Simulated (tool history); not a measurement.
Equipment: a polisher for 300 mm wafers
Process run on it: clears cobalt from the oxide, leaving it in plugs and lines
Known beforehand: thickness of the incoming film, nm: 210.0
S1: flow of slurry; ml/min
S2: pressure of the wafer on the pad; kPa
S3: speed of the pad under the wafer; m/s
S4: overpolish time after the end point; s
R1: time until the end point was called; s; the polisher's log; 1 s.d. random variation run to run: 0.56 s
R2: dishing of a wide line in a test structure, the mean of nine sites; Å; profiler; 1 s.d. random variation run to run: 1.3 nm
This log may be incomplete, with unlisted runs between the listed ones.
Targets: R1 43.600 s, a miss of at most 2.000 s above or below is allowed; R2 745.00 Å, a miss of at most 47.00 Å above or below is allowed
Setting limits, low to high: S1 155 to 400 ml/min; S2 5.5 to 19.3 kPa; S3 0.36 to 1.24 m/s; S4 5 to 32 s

{"run": 1, "hour": 0.0, "S1": 255, "S2": 12.4, "S3": 0.8, "S4": 16, "R1": 59.929, "R2": 424.49}
{"run": 2, "hour": 2.5, "S1": 255, "S2": 13.8, "S3": 0.8, "S4": 18, "R1": 54.071, "R2": 499.15}
{"run": 3, "hour": 7.1, "S1": 255, "S2": 14.5, "S3": 0.8, "S4": 20, "R1": 51.064, "R2": 555.69}
{"run": 4, "hour": 10.6, "S1": 255, "S2": 15.2, "S3": 0.8, "S4": 21, "R1": 49.221, "R2": 592.75}
{"run": 5, "hour": 19.2, "S1": 255, "S2": 15.9, "S3": 0.8, "S4": 22, "R1": 46.662, "R2": 605.32}
{"run": 6, "hour": 25.9, "S1": 300, "S2": 15.9, "S3": 0.8, "S4": 22, "R1": 45.577, "R2": 643.52}
{"run": 7, "hour": 27.0, "S1": 325, "S2": 16.5, "S3": 0.8, "S4": 24, "R1": 42.945, "R2": 665.92}
{"run": 8, "hour": 30.9, "S1": 325, "S2": 16.5, "S3": 0.8, "S4": 24, "R1": 43.186, "R2": 674.99}
{"run": 9, "hour": 31.7, "S1": 325, "S2": 16.5, "S3": 0.8, "S4": 25, "R1": 43.323, "R2": 706.47}

Which one of the following 5 next-run settings gets every result inside its allowed miss? There is exactly one.
{"run": "A", "hour": 32.5, "S1": 375, "S2": 13.1, "S3": 1.06, "S4": 21, "R1": "?", "R2": "?"}
{"run": "B", "hour": 32.5, "S1": 160, "S2": 16.5, "S3": 0.8, "S4": 24, "R1": "?", "R2": "?"}
{"run": "C", "hour": 32.5, "S1": 335, "S2": 19.3, "S3": 0.68, "S4": 23, "R1": "?", "R2": "?"}
{"run": "D", "hour": 32.5, "S1": 265, "S2": 14.5, "S3": 0.92, "S4": 20, "R1": "?", "R2": "?"}
{"run": "E", "hour": 32.5, "S1": 395, "S2": 17.2, "S3": 0.76, "S4": 29, "R1": "?", "R2": "?"}

move=A R1=39.874 R2=622.51
move=B R1=46.501 R2=615.44
move=C R1=42.410 R2=633.26
move=D R1=42.869 R2=579.19
move=E R1=42.019 R2=718.45
A: the biggest miss grows against the last run
B: the biggest miss grows against the last run
C: the biggest miss grows against the last run
D: the biggest miss grows against the last run
E: each result inside its tolerance
Go with E: it meets all targets.
